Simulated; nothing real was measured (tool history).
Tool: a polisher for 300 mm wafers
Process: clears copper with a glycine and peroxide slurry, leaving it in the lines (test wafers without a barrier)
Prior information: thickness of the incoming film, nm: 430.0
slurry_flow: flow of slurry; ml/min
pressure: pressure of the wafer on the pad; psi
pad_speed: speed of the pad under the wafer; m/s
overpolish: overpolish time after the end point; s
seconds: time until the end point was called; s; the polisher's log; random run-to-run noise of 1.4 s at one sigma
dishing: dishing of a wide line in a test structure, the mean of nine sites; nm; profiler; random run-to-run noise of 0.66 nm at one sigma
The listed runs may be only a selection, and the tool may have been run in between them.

| run | day | slurry_flow | pressure | pad_speed | overpolish | seconds | dishing |
|---|---|---|---|---|---|---|---|
| 1 | 0 | 160 | 3.1 | 0.84 | 15 | 93.464 | 42.251 |
| 2 | 0.329 | 135 | 3.1 | 0.84 | 15 | 98.865 | 40.921 |
| 3 | 0.45 | 145 | 3.3 | 0.86 | 12 | 88.545 | 35.166 |
| 4 | 0.804 | 150 | 3.4 | 0.86 | 11 | 88.428 | 35.775 |
| 5 | 1.179 | 150 | 3.5 | 0.9 | 9 | 81.453 | 30.612 |
| 6 | 1.421 | 150 | 3.5 | 0.9 | 13 | 82.364 | 43.644 |

Expected results for the next run?
| 7 | 1.633 | 155 | 3.5 | 0.92 | 11 | ? | ? |

For run 7 the tool returned seconds 80.655 s, dishing 36.976 nm.
